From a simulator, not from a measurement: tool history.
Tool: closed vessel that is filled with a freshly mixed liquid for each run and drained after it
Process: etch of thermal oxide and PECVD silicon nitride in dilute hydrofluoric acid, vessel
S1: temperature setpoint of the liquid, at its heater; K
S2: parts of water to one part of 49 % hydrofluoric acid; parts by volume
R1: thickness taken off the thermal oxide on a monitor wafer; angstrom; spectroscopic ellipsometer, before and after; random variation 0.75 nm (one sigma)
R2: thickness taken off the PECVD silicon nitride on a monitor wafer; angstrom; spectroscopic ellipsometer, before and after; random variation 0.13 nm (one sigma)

run 1 hour=0.0 | S1=297.15 S2=125 time_in_the_liquid_(s)=1580 | R1=625.16 R2=277.05
run 2 hour=5.7 | S1=296.65 S2=115 time_in_the_liquid_(s)=1550 | R1=658.17 R2=287.26
run 3 hour=11.8 | S1=296.15 S2=105 time_in_the_liquid_(s)=1530 | R1=708.86 R2=300.36
run 4 hour=16.6 | S1=296.15 S2=100 time_in_the_liquid_(s)=1515 | R1=742.88 R2=310.47
run 5 hour=21.2 | S1=296.15 S2=95 time_in_the_liquid_(s)=1500 | R1=777.87 R2=325.18
run 6 hour=25.4 | S1=296.15 S2=115 time_in_the_liquid_(s)=1500 | R1=627.14 R2=266.57
run 7 hour=32.0 | S1=296.15 S2=115 time_in_the_liquid_(s)=1500 | R1=612.03 R2=268.98
run 8 hour=40.0 | S1=296.65 S2=110 time_in_the_liquid_(s)=1460 | R1=655.73 R2=281.38
run 9 hour=47.5 | S1=296.65 S2=100 time_in_the_liquid_(s)=1420 | R1=703.64 R2=303.80
run 10 hour=52.2 | S1=293.65 S2=50 time_in_the_liquid_(s)=1360 | R1=1266.40 R2=467.30
run 11 hour=55.3 | S1=293.65 S2=55 time_in_the_liquid_(s)=1360 | R1=1151.60 R2=424.33

Forecast run 12:
run 12 hour=62.5 | S1=293.65 S2=60 time_in_the_liquid_(s)=1365 | R1=? R2=?

Run 12 gave R1 1062.20 angstrom, R2 389.37 angstrom.
